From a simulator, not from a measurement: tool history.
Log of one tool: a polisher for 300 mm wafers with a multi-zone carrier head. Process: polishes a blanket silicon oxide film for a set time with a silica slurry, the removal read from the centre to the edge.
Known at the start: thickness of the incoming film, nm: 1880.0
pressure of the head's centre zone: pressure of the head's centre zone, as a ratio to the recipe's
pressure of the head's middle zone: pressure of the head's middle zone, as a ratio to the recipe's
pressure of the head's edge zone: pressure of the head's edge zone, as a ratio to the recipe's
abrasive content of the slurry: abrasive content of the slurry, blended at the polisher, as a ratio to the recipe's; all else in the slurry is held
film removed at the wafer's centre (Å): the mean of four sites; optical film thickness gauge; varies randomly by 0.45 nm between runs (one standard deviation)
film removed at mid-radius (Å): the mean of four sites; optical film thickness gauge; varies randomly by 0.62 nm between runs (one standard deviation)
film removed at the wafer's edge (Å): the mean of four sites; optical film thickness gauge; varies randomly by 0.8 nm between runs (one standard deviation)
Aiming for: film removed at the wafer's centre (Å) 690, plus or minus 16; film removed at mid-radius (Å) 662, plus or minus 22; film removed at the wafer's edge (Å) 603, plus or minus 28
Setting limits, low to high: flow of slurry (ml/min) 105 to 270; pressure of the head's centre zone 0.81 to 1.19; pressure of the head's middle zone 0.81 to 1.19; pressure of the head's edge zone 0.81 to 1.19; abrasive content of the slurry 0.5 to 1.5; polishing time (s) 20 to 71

run    day  flow of slurry (ml/min)  pressure of the head's centre zone  pressure of the head's middle zone  pressure of the head's edge zone  abrasive content of the slurry  polishing time (s)  film removed at the wafer's centre (Å)  film removed at mid-radius (Å)  film removed at the wafer's edge (Å)
  1      0                      175                                   1                                   1                                 1                               1                  45                                  1429.6                          1418.8                                1432.4
  2  0.288                      175                                1.01                                   1                              0.97                             0.9                  41                                  1234.4                          1222.2                                1183.8
  3  0.554                      175                                1.01                                1.08                              0.97                             0.9                  41                                  1235.7                            1323                                1221.2
  4  0.842                      175                                1.01                                   1                              0.97                             0.9                  41                                  1229.2                          1213.7                                1210.5
  5  1.075                      175                                1.01                                   1                              0.97                             0.9                  50                                  1501.8                          1482.6                                1491.5
  6  1.258                      180                                1.01                                0.99                              0.94                            0.85                  46                                  1323.2                            1308                                1295.3
  7  1.392                      180                                1.02                                0.99                              0.92                             0.8                  43                                  1197.4                          1161.7                                1140.2
  8  1.525                      185                                1.02                                0.99                               0.9                            0.75                  40                                  1055.6                          1029.2                                993.06
  9  1.646                      195                                1.02                                0.99                              0.89                             0.7                  38                                  953.72                          917.76                                891.55
 10  1.875                      200                                1.02                                   1                              0.88                            0.65                  37                                   853.3                          852.45                                786.94
 11  2.112                      210                                1.02                                0.99                              0.87                            0.65                  37                                  860.32                           830.8                                781.86
 12  2.262                      220                                1.02                                0.99                              0.86                            0.65                  37                                   857.4                          849.98                                805.86
 13  2.571                      170                                0.98                                0.98                              0.81                             0.5                  35                                  532.15                          530.59                                498.29
 14  2.717                      185                                0.99                                0.98                              0.81                             0.5                  34                                  522.31                          515.66                                488.76

Which one of the following 4 next-run settings gets every result inside its allowed miss? There is exactly one.
  A  2.862                      205                                   1                                1.08                              0.81                             0.6                  32                                       ?                               ?                                     ?
  B  2.862                      160                                1.03                                0.93                              0.81                             0.5                  40                                       ?                               ?                                     ?
  C  2.862                      185                                1.05                                   1                              0.81                            0.55                  36                                       ?                               ?                                     ?
  D  2.862                      185                                1.01                                1.02                              0.83                            0.55                  36                                       ?                               ?                                     ?

move  film removed at the wafer's centre (Å)  film removed at mid-radius (Å)  film removed at the wafer's edge (Å)
   A                                  670.27                          705.95                                610.84
   B                                  633.48                          574.05                                570.62
   C                                  693.13                          652.41                                 605.8
   D                                  666.62                          663.55                                611.17
A: nearer the targets than the last run, but a result is still out of spec
B: nearer the targets than the last run, but a result is still out of spec
C: in spec on every target
D: nearer the targets than the last run, but a result is still out of spec
C is the move that brings every result within its allowed miss.
